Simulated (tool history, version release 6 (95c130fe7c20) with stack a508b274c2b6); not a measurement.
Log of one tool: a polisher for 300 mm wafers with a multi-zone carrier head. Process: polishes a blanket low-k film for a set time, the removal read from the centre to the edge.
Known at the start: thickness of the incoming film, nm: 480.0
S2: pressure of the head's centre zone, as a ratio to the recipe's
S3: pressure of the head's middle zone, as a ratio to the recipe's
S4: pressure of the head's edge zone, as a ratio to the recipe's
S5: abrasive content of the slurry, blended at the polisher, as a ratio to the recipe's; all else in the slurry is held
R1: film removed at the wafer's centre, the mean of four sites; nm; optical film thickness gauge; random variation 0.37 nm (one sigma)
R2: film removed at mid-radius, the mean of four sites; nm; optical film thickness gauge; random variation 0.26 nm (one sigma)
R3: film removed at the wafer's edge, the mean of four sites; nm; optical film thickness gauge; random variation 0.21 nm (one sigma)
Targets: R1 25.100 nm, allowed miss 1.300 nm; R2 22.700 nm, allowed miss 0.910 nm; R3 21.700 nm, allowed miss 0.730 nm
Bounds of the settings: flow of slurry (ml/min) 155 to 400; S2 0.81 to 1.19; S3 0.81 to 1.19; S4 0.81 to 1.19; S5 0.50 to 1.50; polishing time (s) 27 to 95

Run 1, day 0.000: flow of slurry (ml/min) 255, S2 1.00, S3 1.00, S4 1.00, S5 1.00, polishing time (s) 61. Result: R1 37.574 nm, R2 37.579 nm, R3 38.388 nm.
Run 2, day 0.108: flow of slurry (ml/min) 255, S2 1.01, S3 1.00, S4 0.98, S5 0.95, polishing time (s) 59. Result: R1 36.619 nm, R2 34.898 nm, R3 35.738 nm.
Run 3, day 0.162: flow of slurry (ml/min) 310, S2 1.01, S3 1.00, S4 0.98, S5 0.95, polishing time (s) 59. Result: R1 37.952 nm, R2 35.794 nm, R3 35.862 nm.
Run 4, day 0.475: flow of slurry (ml/min) 310, S2 1.01, S3 1.00, S4 0.98, S5 0.95, polishing time (s) 48. Result: R1 29.516 nm, R2 28.892 nm, R3 29.236 nm.
Run 5, day 0.538: flow of slurry (ml/min) 310, S2 1.01, S3 1.00, S4 0.98, S5 0.95, polishing time (s) 33. Result: R1 20.624 nm, R2 19.688 nm, R3 20.362 nm.
Run 6, day 0.617: flow of slurry (ml/min) 315, S2 1.02, S3 1.01, S4 0.98, S5 0.95, polishing time (s) 33. Result: R1 20.603 nm, R2 19.917 nm, R3 20.373 nm.
Run 7, day 0.888: flow of slurry (ml/min) 320, S2 1.03, S3 1.02, S4 0.98, S5 0.95, polishing time (s) 33. Result: R1 21.363 nm, R2 20.038 nm, R3 19.732 nm.
Run 8, day 0.912: flow of slurry (ml/min) 320, S2 1.03, S3 1.02, S4 0.98, S5 1.00, polishing time (s) 33. Result: R1 21.360 nm, R2 20.504 nm, R3 20.447 nm.
Run 9, day 1.246: flow of slurry (ml/min) 320, S2 1.04, S3 1.02, S4 0.98, S5 1.00, polishing time (s) 33. Result: R1 22.070 nm, R2 21.292 nm, R3 20.599 nm.
Run 10, day 1.375: flow of slurry (ml/min) 320, S2 1.05, S3 1.02, S4 0.98, S5 1.00, polishing time (s) 33. Result: R1 22.119 nm, R2 20.631 nm, R3 20.411 nm.
Run 11, day 1.533: flow of slurry (ml/min) 320, S2 1.06, S3 1.02, S4 0.98, S5 1.00, polishing time (s) 33. Result: R1 21.704 nm, R2 20.937 nm, R3 20.664 nm.
Run 12, day 1.662: flow of slurry (ml/min) 330, S2 1.07, S3 1.01, S4 0.97, S5 1.00, polishing time (s) 33. Result: R1 21.748 nm, R2 20.412 nm, R3 20.965 nm.
Run 13, day 1.725: flow of slurry (ml/min) 330, S2 1.08, S3 1.02, S4 0.98, S5 1.00, polishing time (s) 33. Result: R1 22.860 nm, R2 21.054 nm, R3 20.707 nm.
Run 14, day 1.846: flow of slurry (ml/min) 340, S2 1.10, S3 1.03, S4 1.00, S5 1.05, polishing time (s) 33. Result: R1 23.550 nm, R2 21.788 nm, R3 21.363 nm.

Which of these 5 next moves meets every target?
Run A, day 1.967: flow of slurry (ml/min) 360, S2 1.07, S3 0.97, S4 1.07, S5 1.00, polishing time (s) 34. Result: R1 ?, R2 ?, R3 ?.
Run B, day 1.967: flow of slurry (ml/min) 340, S2 1.00, S3 0.91, S4 1.01, S5 1.05, polishing time (s) 33. Result: R1 ?, R2 ?, R3 ?.
Run C, day 1.967: flow of slurry (ml/min) 395, S2 1.03, S3 1.00, S4 1.04, S5 1.10, polishing time (s) 33. Result: R1 ?, R2 ?, R3 ?.
Run D, day 1.967: flow of slurry (ml/min) 365, S2 1.13, S3 1.04, S4 0.96, S5 0.90, polishing time (s) 36. Result: R1 ?, R2 ?, R3 ?.
Run E, day 1.967: flow of slurry (ml/min) 340, S2 1.12, S3 1.03, S4 1.04, S5 1.05, polishing time (s) 32. Result: R1 ?, R2 ?, R3 ?.

move      R1      R2      R3
   A  22.905  20.769  22.127
   B  21.038  19.386  21.357
   C  22.372  21.610  22.149
   D  24.628  22.401  21.603
   E  22.886  20.846  20.901
A: further off than the last run
B: further off than the last run
C: further off than the last run
D: meets every target
E: further off than the last run
The right move is D.
